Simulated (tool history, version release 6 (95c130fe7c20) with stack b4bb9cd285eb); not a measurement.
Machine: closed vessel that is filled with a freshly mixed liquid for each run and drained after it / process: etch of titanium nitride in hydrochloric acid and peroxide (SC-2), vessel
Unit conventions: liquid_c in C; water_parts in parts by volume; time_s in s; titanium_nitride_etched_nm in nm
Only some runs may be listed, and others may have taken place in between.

{"run": 1, "hour": 0.0, "liquid_c": 51, "water_parts": 11, "time_s": 505, "titanium_nitride_etched_nm": 24.917}
{"run": 2, "hour": 2.5, "liquid_c": 48.5, "water_parts": 11, "time_s": 505, "titanium_nitride_etched_nm": 21.251}
{"run": 3, "hour": 10.8, "liquid_c": 44.5, "water_parts": 11, "time_s": 505, "titanium_nitride_etched_nm": 16.024}
{"run": 4, "hour": 14.4, "liquid_c": 48.5, "water_parts": 11, "time_s": 505, "titanium_nitride_etched_nm": 20.986}
{"run": 5, "hour": 15.4, "liquid_c": 48.5, "water_parts": 11, "time_s": 505, "titanium_nitride_etched_nm": 21.258}
{"run": 6, "hour": 19.7, "liquid_c": 48.5, "water_parts": 11, "time_s": 505, "titanium_nitride_etched_nm": 21.198}
{"run": 7, "hour": 23.8, "liquid_c": 46.5, "water_parts": 11, "time_s": 505, "titanium_nitride_etched_nm": 18.531}
{"run": 8, "hour": 26.5, "liquid_c": 46.5, "water_parts": 11, "time_s": 505, "titanium_nitride_etched_nm": 18.459}

Forecast run 9:
{"run": 9, "hour": 32.6, "liquid_c": 45, "water_parts": 11, "time_s": 505, "titanium_nitride_etched_nm": "?"}

{"run 9": {"titanium_nitride_etched_nm": 16.687}}
